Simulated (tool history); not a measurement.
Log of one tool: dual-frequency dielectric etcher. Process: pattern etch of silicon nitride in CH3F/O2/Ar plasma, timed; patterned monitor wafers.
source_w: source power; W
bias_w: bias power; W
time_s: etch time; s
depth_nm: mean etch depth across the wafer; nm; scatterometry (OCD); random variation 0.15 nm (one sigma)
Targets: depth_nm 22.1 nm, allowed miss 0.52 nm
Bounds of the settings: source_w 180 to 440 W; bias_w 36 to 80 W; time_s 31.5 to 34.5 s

run	hour	source_w	bias_w	time_s	depth_nm
1	0	310	58	34.5	19.779
2	1.8	310	61	34.5	20.165
3	7	270	61	34.5	19.192
4	9.4	310	61	34.5	20.069
5	12.5	310	61	31.5	18.586
6	15.8	330	64	32	19.511
7	24.6	350	66	32.5	20.463
8	33.4	350	66	32.5	20.18
9	41.9	360	68	33	21.033
10	48.4	370	69	33	21.249

Which of these 5 next moves meets every target?
A	54.9	390	63	32	?
B	54.9	420	73	34.5	?
C	54.9	380	62	32	?
D	54.9	310	73	32.5	?
E	54.9	370	80	32.5	?

move	depth_nm
A	20.295
B	23.655
C	20.014
D	20.33
E	22.191
A: further off than the last run
B: takes the result that was furthest off past its target
C: further off than the last run
D: further off than the last run
E: meets every target
Move E is the one to make.
